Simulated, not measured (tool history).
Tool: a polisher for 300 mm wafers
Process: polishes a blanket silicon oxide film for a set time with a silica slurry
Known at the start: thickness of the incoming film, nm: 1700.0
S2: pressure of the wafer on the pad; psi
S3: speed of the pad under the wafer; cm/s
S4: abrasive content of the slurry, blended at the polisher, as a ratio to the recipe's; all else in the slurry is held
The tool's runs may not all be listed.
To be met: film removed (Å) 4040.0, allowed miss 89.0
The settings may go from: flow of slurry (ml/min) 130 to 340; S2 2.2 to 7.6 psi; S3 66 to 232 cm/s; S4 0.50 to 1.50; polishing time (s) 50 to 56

Run 1, hour 0.0: flow of slurry (ml/min) 220, S2 4.9 psi, S3 148 cm/s, S4 1.00, polishing time (s) 56. Result: film removed (Å) 3087.7.
Run 2, hour 2.2: flow of slurry (ml/min) 265, S2 4.9 psi, S3 148 cm/s, S4 1.00, polishing time (s) 56. Result: film removed (Å) 3119.9.
Run 3, hour 10.7: flow of slurry (ml/min) 265, S2 5.2 psi, S3 148 cm/s, S4 1.00, polishing time (s) 56. Result: film removed (Å) 3305.3.
Run 4, hour 11.3: flow of slurry (ml/min) 300, S2 5.2 psi, S3 148 cm/s, S4 1.00, polishing time (s) 56. Result: film removed (Å) 3379.0.
Run 5, hour 12.0: flow of slurry (ml/min) 300, S2 5.2 psi, S3 148 cm/s, S4 1.15, polishing time (s) 56. Result: film removed (Å) 3489.9.
Run 6, hour 18.1: flow of slurry (ml/min) 300, S2 5.4 psi, S3 148 cm/s, S4 1.15, polishing time (s) 56. Result: film removed (Å) 3652.7.
Run 7, hour 26.7: flow of slurry (ml/min) 300, S2 5.5 psi, S3 148 cm/s, S4 1.15, polishing time (s) 56. Result: film removed (Å) 3761.7.
Run 8, hour 32.9: flow of slurry (ml/min) 300, S2 5.6 psi, S3 148 cm/s, S4 1.15, polishing time (s) 56. Result: film removed (Å) 3764.9.
Run 9, hour 38.8: flow of slurry (ml/min) 300, S2 5.7 psi, S3 148 cm/s, S4 1.15, polishing time (s) 56. Result: film removed (Å) 3851.0.

Which of these 5 next moves meets every target?
Run A, hour 44.7: flow of slurry (ml/min) 315, S2 5.1 psi, S3 152 cm/s, S4 1.20, polishing time (s) 56. Result: film removed (Å) ?.
Run B, hour 44.7: flow of slurry (ml/min) 255, S2 5.3 psi, S3 142 cm/s, S4 1.25, polishing time (s) 56. Result: film removed (Å) ?.
Run C, hour 44.7: flow of slurry (ml/min) 285, S2 5.8 psi, S3 144 cm/s, S4 1.20, polishing time (s) 51. Result: film removed (Å) ?.
Run D, hour 44.7: flow of slurry (ml/min) 340, S2 5.5 psi, S3 152 cm/s, S4 1.10, polishing time (s) 54. Result: film removed (Å) ?.
Run E, hour 44.7: flow of slurry (ml/min) 340, S2 5.5 psi, S3 182 cm/s, S4 1.10, polishing time (s) 52. Result: film removed (Å) ?.

move  film removed (Å)
   A            3603.9
   B            3541.4
   C            3536.9
   D            3638.8
   E            4047.1
A: further off than the last run
B: further off than the last run
C: further off than the last run
D: further off than the last run
E: meets every target
Answer: E
